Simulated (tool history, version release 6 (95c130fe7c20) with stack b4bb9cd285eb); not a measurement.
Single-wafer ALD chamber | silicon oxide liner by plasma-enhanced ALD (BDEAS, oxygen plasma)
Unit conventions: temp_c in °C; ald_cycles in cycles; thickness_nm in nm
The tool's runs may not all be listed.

run	hour	temp_c	ald_cycles	thickness_nm
1	0.0	310	85	7.8937
2	4.2	310	92	8.5437
3	10.8	310	88	8.2010
4	14.2	303	88	8.2839
5	16.9	303	97	9.1102
6	24.4	297	97	9.2421
7	31.0	298	92	8.7407
8	37.5	299	88	8.3229
9	43.9	299	85	8.0719
10	50.7	299	82	7.7942
11	51.4	299	80	7.6010
12	54.6	299	80	7.5856
13	63.1	299	80	7.5246

Run 14 has not been measured yet. What should we expect?
14	63.7	299	78	?

For run 14 the tool returned thickness_nm 7.3520 nm.
